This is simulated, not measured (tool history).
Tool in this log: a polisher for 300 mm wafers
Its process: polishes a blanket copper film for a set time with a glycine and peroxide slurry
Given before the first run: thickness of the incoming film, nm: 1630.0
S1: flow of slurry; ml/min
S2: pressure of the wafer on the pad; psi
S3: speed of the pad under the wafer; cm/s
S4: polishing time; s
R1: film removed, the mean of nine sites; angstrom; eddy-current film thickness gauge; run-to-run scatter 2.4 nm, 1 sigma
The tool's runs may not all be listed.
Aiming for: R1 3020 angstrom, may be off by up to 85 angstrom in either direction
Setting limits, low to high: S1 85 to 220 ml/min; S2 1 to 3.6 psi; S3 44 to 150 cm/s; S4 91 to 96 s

run 1 day=0 | S1=140 S2=2.3 S3=96 S4=91 | R1=3788.4
run 2 day=0.325 | S1=135 S2=2.2 S3=96 S4=91 | R1=3596.6
run 3 day=0.358 | S1=130 S2=2.2 S3=96 S4=91 | R1=3625.7
run 4 day=0.554 | S1=130 S2=2.2 S3=120 S4=91 | R1=4338.6
run 5 day=0.596 | S1=130 S2=2.4 S3=120 S4=91 | R1=4615
run 6 day=0.738 | S1=150 S2=2.4 S3=120 S4=91 | R1=4674.5
run 7 day=0.904 | S1=150 S2=2.3 S3=120 S4=91 | R1=4599.6
run 8 day=1.079 | S1=145 S2=2.2 S3=120 S4=91 | R1=4427.9
run 9 day=1.321 | S1=145 S2=2.1 S3=120 S4=91 | R1=4276
run 10 day=1.442 | S1=145 S2=2 S3=120 S4=91 | R1=3994.5
run 11 day=1.808 | S1=145 S2=1.9 S3=120 S4=91 | R1=3940.7
run 12 day=2.167 | S1=110 S2=1.3 S3=118 S4=91 | R1=2761.2
run 13 day=2.35 | S1=115 S2=1.3 S3=118 S4=91 | R1=2762.6
run 14 day=2.375 | S1=120 S2=1.3 S3=118 S4=91 | R1=2844.3
run 15 day=2.746 | S1=120 S2=1.3 S3=118 S4=91 | R1=2840.3

Of the 4 settings listed for the next run, only one would bring every result within its allowed miss of target. Which one?
run A day=3.117 | S1=110 S2=1.4 S3=126 S4=91 | R1=?
run B day=3.117 | S1=85 S2=1.1 S3=134 S4=95 | R1=?
run C day=3.117 | S1=105 S2=1.2 S3=120 S4=91 | R1=?
run D day=3.117 | S1=130 S2=1.1 S3=118 S4=96 | R1=?

move=A R1=3061.2
move=B R1=2643.6
move=C R1=2623.1
move=D R1=2694.7
A: meets every target
B: its largest miss is bigger than the last run's
C: its largest miss is bigger than the last run's
D: its largest miss is bigger than the last run's
So the answer is move A, the one that meets all the targets.
